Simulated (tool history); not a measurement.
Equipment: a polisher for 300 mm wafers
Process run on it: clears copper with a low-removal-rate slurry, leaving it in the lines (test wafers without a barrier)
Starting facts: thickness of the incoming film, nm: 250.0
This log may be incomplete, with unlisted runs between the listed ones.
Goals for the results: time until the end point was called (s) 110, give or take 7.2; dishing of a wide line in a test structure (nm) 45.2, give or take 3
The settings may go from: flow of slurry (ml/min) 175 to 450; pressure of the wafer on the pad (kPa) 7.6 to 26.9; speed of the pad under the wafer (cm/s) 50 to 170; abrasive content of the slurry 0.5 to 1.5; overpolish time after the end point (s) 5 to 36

run,hour,flow of slurry (ml/min),pressure of the wafer on the pad (kPa),speed of the pad under the wafer (cm/s),abrasive content of the slurry,overpolish time after the end point (s),time until the end point was called (s),dishing of a wide line in a test structure (nm)
1,0,290,17.2,110,1,18,103.64,29.462
2,2.1,290,17.2,110,1.1,18,102.56,29.082
3,8.9,290,17.2,110,1.3,18,98.94,29.39
4,14.2,290,17.2,90,1.3,18,113.84,26.863
5,15.8,290,17.2,90,1.3,15,120.7,22.332
6,24,285,17.2,88,1.3,18,115.79,26.855
7,31,285,17.2,84,1.3,20,118.01,28.204
# hour 36.1: slurry nozzle cleaned
8,36.1,285,17.2,82,1.3,23,120.81,31.599
9,38.3,285,17.9,82,1.3,25,115,34.597
10,45,285,17.9,82,1.3,27,121.23,36.491

Which of these 5 next moves meets every target?
A,51.7,250,19.3,78,1.45,33,?,?
B,51.7,290,21.4,90,1.15,33,?,?
C,51.7,250,22.1,92,1.35,34,?,?
D,51.7,305,20.7,90,1.4,28,?,?
E,51.7,320,17.9,106,1.3,33,?,?

move,time until the end point was called (s),dishing of a wide line in a test structure (nm)
A,111.1,43.968
B,93.499,50.055
C,88.322,53.201
D,92.773,44.76
E,94.843,48.636
A: all results land within tolerance of their targets
B: carries the result that was furthest off beyond its target, to the other side
C: carries the result that was furthest off beyond its target, to the other side
D: the worst result of the last run now meets its target, but another is out of spec
E: carries the result that was furthest off beyond its target, to the other side
The move that meets every target is A.
